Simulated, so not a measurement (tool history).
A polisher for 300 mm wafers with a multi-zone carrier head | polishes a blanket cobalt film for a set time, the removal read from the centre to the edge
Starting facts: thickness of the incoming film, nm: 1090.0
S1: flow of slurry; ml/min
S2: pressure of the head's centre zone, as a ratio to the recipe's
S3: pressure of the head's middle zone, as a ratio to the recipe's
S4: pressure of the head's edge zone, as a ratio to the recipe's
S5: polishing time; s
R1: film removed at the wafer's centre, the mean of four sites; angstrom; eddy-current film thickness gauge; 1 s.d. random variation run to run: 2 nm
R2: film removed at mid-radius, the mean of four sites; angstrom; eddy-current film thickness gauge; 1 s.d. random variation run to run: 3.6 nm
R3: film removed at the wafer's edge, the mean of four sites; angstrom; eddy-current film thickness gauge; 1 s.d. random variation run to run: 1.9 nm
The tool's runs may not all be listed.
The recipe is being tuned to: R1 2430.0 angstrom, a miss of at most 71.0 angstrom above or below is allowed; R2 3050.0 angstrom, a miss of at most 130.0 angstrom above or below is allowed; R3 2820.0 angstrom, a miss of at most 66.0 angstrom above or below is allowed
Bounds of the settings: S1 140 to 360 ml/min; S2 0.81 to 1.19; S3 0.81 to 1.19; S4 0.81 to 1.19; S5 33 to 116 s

Run 1, hour 0.0: S1 230 ml/min, S2 1.00, S3 1.00, S4 1.00, S5 74 s. Result: R1 3422.7 angstrom, R2 3542.8 angstrom, R3 3371.8 angstrom.
Run 2, hour 5.3: S1 215 ml/min, S2 0.94, S3 0.99, S4 0.97, S5 71 s. Result: R1 3025.8 angstrom, R2 3330.1 angstrom, R3 3164.2 angstrom.
Run 3, hour 13.3: S1 215 ml/min, S2 0.94, S3 0.99, S4 0.97, S5 87 s. Result: R1 3732.6 angstrom, R2 4080.1 angstrom, R3 3950.3 angstrom.
Run 4, hour 19.3: S1 205 ml/min, S2 0.90, S3 0.99, S4 0.93, S5 81 s. Result: R1 3301.1 angstrom, R2 3711.5 angstrom, R3 3581.0 angstrom.
Run 5, hour 22.5: S1 205 ml/min, S2 0.90, S3 0.99, S4 0.96, S5 81 s. Result: R1 3286.6 angstrom, R2 3693.6 angstrom, R3 3663.4 angstrom.
Run 6, hour 28.7: S1 205 ml/min, S2 0.87, S3 0.99, S4 0.96, S5 81 s. Result: R1 3158.5 angstrom, R2 3747.3 angstrom, R3 3647.2 angstrom.
Run 7, hour 33.0: S1 200 ml/min, S2 0.85, S3 1.00, S4 0.93, S5 76 s. Result: R1 2848.5 angstrom, R2 3517.7 angstrom, R3 3299.7 angstrom.
Run 8, hour 35.2: S1 190 ml/min, S2 0.84, S3 0.99, S4 0.90, S5 74 s. Result: R1 2789.8 angstrom, R2 3428.4 angstrom, R3 3200.8 angstrom.
Run 9, hour 38.3: S1 185 ml/min, S2 0.83, S3 0.98, S4 0.89, S5 71 s. Result: R1 2587.0 angstrom, R2 3236.2 angstrom, R3 3066.3 angstrom.
Run 10, hour 40.6: S1 185 ml/min, S2 0.83, S3 0.98, S4 0.87, S5 70 s. Result: R1 2595.8 angstrom, R2 3221.7 angstrom, R3 2999.5 angstrom.
Run 11, hour 46.9: S1 180 ml/min, S2 0.82, S3 0.98, S4 0.86, S5 69 s. Result: R1 2460.0 angstrom, R2 3149.3 angstrom, R3 2879.2 angstrom.
Run 12, hour 54.8: S1 180 ml/min, S2 0.82, S3 0.98, S4 0.86, S5 69 s. Result: R1 2480.7 angstrom, R2 3180.4 angstrom, R3 2927.6 angstrom.
Run 13, hour 55.5: S1 175 ml/min, S2 0.82, S3 0.97, S4 0.85, S5 69 s. Result: R1 2473.3 angstrom, R2 3095.4 angstrom, R3 2905.5 angstrom.

5 next moves are on the table. One of them brings every result within its allowed miss. Which?
Run A, hour 56.2: S1 140 ml/min, S2 0.82, S3 0.99, S4 0.82, S5 70 s. Result: R1 ?, R2 ?, R3 ?.
Run B, hour 56.2: S1 155 ml/min, S2 0.83, S3 0.87, S4 0.90, S5 70 s. Result: R1 ?, R2 ?, R3 ?.
Run C, hour 56.2: S1 315 ml/min, S2 0.82, S3 0.96, S4 1.03, S5 64 s. Result: R1 ?, R2 ?, R3 ?.
Run D, hour 56.2: S1 170 ml/min, S2 0.81, S3 0.93, S4 0.88, S5 72 s. Result: R1 ?, R2 ?, R3 ?.
Run E, hour 56.2: S1 180 ml/min, S2 0.84, S3 1.11, S4 0.81, S5 66 s. Result: R1 ?, R2 ?, R3 ?.

move      R1      R2      R3
   A  2414.9  3071.0  2818.7
   B  2487.3  2902.9  2966.2
   C  2466.2  3046.4  3059.0
   D  2535.0  3139.9  3050.6
   E  2434.2  3214.3  2714.4
A: every result lands within tolerance
B: misses by more than the last run did
C: misses by more than the last run did
D: misses by more than the last run did
E: carries the result that was furthest off beyond its target, to the other side
So the answer is move A, the one that meets all the targets.
